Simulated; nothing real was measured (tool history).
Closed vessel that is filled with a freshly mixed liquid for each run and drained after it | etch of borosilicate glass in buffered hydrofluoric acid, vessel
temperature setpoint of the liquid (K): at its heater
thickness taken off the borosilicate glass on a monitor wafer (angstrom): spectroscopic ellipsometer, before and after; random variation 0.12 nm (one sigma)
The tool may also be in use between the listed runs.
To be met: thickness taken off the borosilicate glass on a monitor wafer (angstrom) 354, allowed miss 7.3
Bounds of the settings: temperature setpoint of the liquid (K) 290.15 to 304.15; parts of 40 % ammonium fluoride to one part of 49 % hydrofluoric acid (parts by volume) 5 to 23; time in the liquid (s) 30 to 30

| run | hour | temperature setpoint of the liquid (K) | parts of 40 % ammonium fluoride to one part of 49 % hydrofluoric acid (parts by volume) | time in the liquid (s) | thickness taken off the borosilicate glass on a monitor wafer (angstrom) |
|---|---|---|---|---|---|
| 1 | 0 | 296.15 | 14 | 30 | 224.53 |
| 2 | 8.7 | 296.15 | 15.5 | 30 | 203.55 |
| 3 | 16.4 | 296.15 | 14 | 30 | 225.16 |
| 4 | 21.4 | 298.15 | 14 | 30 | 250.2 |
| 5 | 29.3 | 298.15 | 14 | 30 | 250.14 |
|  | 38.2 | hydrofluoric acid flow meter replaced |
| 6 | 38.2 | 299.65 | 14 | 30 | 309.5 |
| 7 | 46.2 | 301.15 | 14 | 30 | 332.42 |
| 8 | 54.6 | 301.65 | 14 | 30 | 341.52 |

Which of these 4 next moves meets every target?
| A | 63 | 304.15 | 16 | 30 | ? |
| B | 63 | 299.15 | 12.5 | 30 | ? |
| C | 63 | 302.65 | 15 | 30 | ? |
| D | 63 | 304.15 | 15.5 | 30 | ? |

| move | thickness taken off the borosilicate glass on a monitor wafer (angstrom) |
|---|---|
| A | 340.2 |
| B | 334.25 |
| C | 335.47 |
| D | 351.02 |
A: further off than the last run
B: further off than the last run
C: further off than the last run
D: meets every target
Move D is the one to make.
